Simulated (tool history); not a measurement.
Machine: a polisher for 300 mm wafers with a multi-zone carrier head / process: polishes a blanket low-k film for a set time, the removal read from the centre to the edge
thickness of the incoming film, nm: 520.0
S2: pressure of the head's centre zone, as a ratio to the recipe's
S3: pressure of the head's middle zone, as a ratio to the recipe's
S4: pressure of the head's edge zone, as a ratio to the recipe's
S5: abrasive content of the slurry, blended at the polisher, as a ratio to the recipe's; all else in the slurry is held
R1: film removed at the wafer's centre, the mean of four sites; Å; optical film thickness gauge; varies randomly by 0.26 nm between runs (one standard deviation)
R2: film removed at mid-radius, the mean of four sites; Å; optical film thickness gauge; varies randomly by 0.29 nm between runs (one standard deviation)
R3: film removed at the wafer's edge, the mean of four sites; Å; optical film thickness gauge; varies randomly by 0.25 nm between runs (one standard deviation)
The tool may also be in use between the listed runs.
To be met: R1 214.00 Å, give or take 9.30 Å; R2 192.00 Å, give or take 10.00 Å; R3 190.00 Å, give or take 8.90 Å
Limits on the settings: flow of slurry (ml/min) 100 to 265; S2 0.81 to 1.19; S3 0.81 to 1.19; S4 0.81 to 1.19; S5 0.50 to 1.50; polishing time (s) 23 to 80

{"run": 1, "hour": 0.0, "flow of slurry (ml/min)": 170, "S2": 1.0, "S3": 1.0, "S4": 1.0, "S5": 1.0, "polishing time (s)": 51, "R1": 309.77, "R2": 306.11, "R3": 300.71}
{"run": 2, "hour": 7.7, "flow of slurry (ml/min)": 170, "S2": 1.01, "S3": 0.99, "S4": 0.98, "S5": 0.9, "polishing time (s)": 49, "R1": 290.74, "R2": 269.69, "R3": 278.12}
{"run": 3, "hour": 10.2, "flow of slurry (ml/min)": 170, "S2": 1.01, "S3": 0.99, "S4": 1.06, "S5": 0.9, "polishing time (s)": 49, "R1": 283.5, "R2": 266.09, "R3": 279.31}
{"run": 4, "hour": 16.9, "flow of slurry (ml/min)": 170, "S2": 1.01, "S3": 0.99, "S4": 1.06, "S5": 0.9, "polishing time (s)": 43, "R1": 251.51, "R2": 237.04, "R3": 249.37}
{"run": 5, "hour": 20.0, "flow of slurry (ml/min)": 170, "S2": 1.01, "S3": 1.05, "S4": 1.06, "S5": 0.9, "polishing time (s)": 43, "R1": 252.44, "R2": 251.06, "R3": 252.38}
{"run": 6, "hour": 26.8, "flow of slurry (ml/min)": 170, "S2": 1.01, "S3": 1.05, "S4": 1.06, "S5": 0.9, "polishing time (s)": 38, "R1": 220.79, "R2": 224.2, "R3": 224.47}
{"run": 7, "hour": 29.9, "flow of slurry (ml/min)": 170, "S2": 1.02, "S3": 1.05, "S4": 1.04, "S5": 0.85, "polishing time (s)": 38, "R1": 215.24, "R2": 216.29, "R3": 212.29}
{"run": 8, "hour": 34.6, "flow of slurry (ml/min)": 165, "S2": 1.03, "S3": 1.04, "S4": 1.03, "S5": 0.85, "polishing time (s)": 38, "R1": 219.24, "R2": 215.24, "R3": 210.95}
{"run": 9, "hour": 38.3, "flow of slurry (ml/min)": 165, "S2": 1.03, "S3": 1.04, "S4": 1.03, "S5": 0.85, "polishing time (s)": 38, "R1": 223.05, "R2": 207.89, "R3": 210.15}

Of the 4 settings listed for the next run, only one would bring every result within its allowed miss of target. Which one?
{"run": "A", "hour": 42.0, "flow of slurry (ml/min)": 200, "S2": 0.91, "S3": 0.97, "S4": 1.05, "S5": 0.95, "polishing time (s)": 40, "R1": "?", "R2": "?", "R3": "?"}
{"run": "B", "hour": 42.0, "flow of slurry (ml/min)": 155, "S2": 1.06, "S3": 1.01, "S4": 0.96, "S5": 0.9, "polishing time (s)": 35, "R1": "?", "R2": "?", "R3": "?"}
{"run": "C", "hour": 42.0, "flow of slurry (ml/min)": 175, "S2": 1.04, "S3": 1.13, "S4": 1.08, "S5": 0.95, "polishing time (s)": 37, "R1": "?", "R2": "?", "R3": "?"}
{"run": "D", "hour": 42.0, "flow of slurry (ml/min)": 180, "S2": 1.04, "S3": 1.13, "S4": 0.88, "S5": 0.95, "polishing time (s)": 39, "R1": "?", "R2": "?", "R3": "?"}

move=A R1=220.55 R2=228.39 R3=241.55
move=B R1=211.32 R2=194.72 R3=192.30
move=C R1=229.38 R2=236.42 R3=223.37
move=D R1=242.75 R2=250.17 R3=214.09
A: lands further from the targets than the last run did
B: all results in spec
C: lands further from the targets than the last run did
D: lands further from the targets than the last run did
B is the move that brings every result within its allowed miss.
